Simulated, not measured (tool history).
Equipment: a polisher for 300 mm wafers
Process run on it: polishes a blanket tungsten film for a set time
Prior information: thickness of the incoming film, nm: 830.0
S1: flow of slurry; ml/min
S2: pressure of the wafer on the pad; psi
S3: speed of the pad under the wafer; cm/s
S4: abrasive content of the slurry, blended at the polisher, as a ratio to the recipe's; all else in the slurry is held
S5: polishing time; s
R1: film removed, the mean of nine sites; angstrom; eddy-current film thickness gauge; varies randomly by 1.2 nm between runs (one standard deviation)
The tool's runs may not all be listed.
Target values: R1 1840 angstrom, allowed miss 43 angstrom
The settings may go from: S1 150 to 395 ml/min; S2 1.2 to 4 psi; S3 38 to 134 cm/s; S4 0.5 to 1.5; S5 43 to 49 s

| run | hour | S1 | S2 | S3 | S4 | S5 | R1 |
|---|---|---|---|---|---|---|---|
| 1 | 0 | 250 | 2.6 | 86 | 1 | 49 | 972.15 |
| 2 | 2.8 | 250 | 2.6 | 86 | 1 | 49 | 986.63 |
| 3 | 10.1 | 255 | 2.9 | 88 | 1 | 49 | 1087.3 |
| 4 | 18.4 | 255 | 2.9 | 88 | 1 | 43 | 958.23 |
| 5 | 27.1 | 255 | 3.1 | 96 | 1 | 43 | 1104.5 |
| 6 | 32.9 | 255 | 3.1 | 96 | 1 | 43 | 1112.4 |
| 7 | 37.3 | 255 | 3.3 | 102 | 1 | 43 | 1249.1 |
|  | 38.6 | slurry tank refilled with fresh slurry and peroxide |
| 8 | 38.6 | 255 | 3.5 | 106 | 1 | 43 | 1689.5 |
| 9 | 47.1 | 255 | 3.6 | 106 | 1 | 43 | 1718.8 |
| 10 | 55.1 | 255 | 3.7 | 106 | 1 | 43 | 1766.3 |

Below are 5 possible settings for the next run. Only one of them brings all results inside the allowed miss of their targets. Which is it?
| A | 63.1 | 255 | 3.6 | 102 | 0.95 | 45 | ? |
| B | 63.1 | 245 | 3.6 | 104 | 0.95 | 45 | ? |
| C | 63.1 | 190 | 3.5 | 100 | 1 | 46 | ? |
| D | 63.1 | 230 | 3.2 | 116 | 1.25 | 43 | ? |
| E | 63.1 | 240 | 3.7 | 108 | 1 | 44 | ? |

| move | R1 |
|---|---|
| A | 1735 |
| B | 1761.7 |
| C | 1666.3 |
| D | 1780.2 |
| E | 1846.2 |
A: lands further from the targets than the last run did
B: lands further from the targets than the last run did
C: lands further from the targets than the last run did
D: gains on the last run, yet a result remains outside its allowed miss
E: hits every target within its allowed miss
The right move is E.

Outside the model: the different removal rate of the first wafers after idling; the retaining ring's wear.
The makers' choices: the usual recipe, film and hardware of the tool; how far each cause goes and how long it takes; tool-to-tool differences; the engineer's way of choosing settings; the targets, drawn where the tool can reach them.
